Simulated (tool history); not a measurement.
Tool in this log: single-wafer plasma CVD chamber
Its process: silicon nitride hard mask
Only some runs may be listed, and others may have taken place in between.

| run | hour | heater temperature setpoint (K) | chamber pressure (Torr) | RF power (W) | deposition time (s) | mean film thickness on the monitor wafer (angstrom) |
|---|---|---|---|---|---|---|
| 1 | 0 | 663.15 | 1.9 | 250 | 46.7 | 486.62 |
| 2 | 6.2 | 664.15 | 1.76 | 235 | 46.2 | 442.4 |
| 3 | 9.5 | 664.15 | 1.66 | 225 | 46.1 | 412.27 |
| 4 | 14.8 | 664.15 | 1.57 | 220 | 46 | 389.71 |
| 5 | 17.2 | 664.15 | 1.5 | 220 | 46 | 387.6 |
| 6 | 23 | 664.15 | 1.5 | 205 | 46 | 359.2 |
| 7 | 26.5 | 664.15 | 1.45 | 205 | 46 | 354.83 |
| 8 | 28.2 | 664.15 | 1.41 | 205 | 46 | 352.75 |
| 9 | 28.9 | 664.15 | 1.19 | 195 | 45.8 | 308.56 |

Run 10 has not been measured yet. What should we expect?
| 10 | 36.7 | 664.15 | 1.23 | 195 | 45.8 | ? |

For run 10 the tool returned mean film thickness on the monitor wafer (angstrom) 317.04.
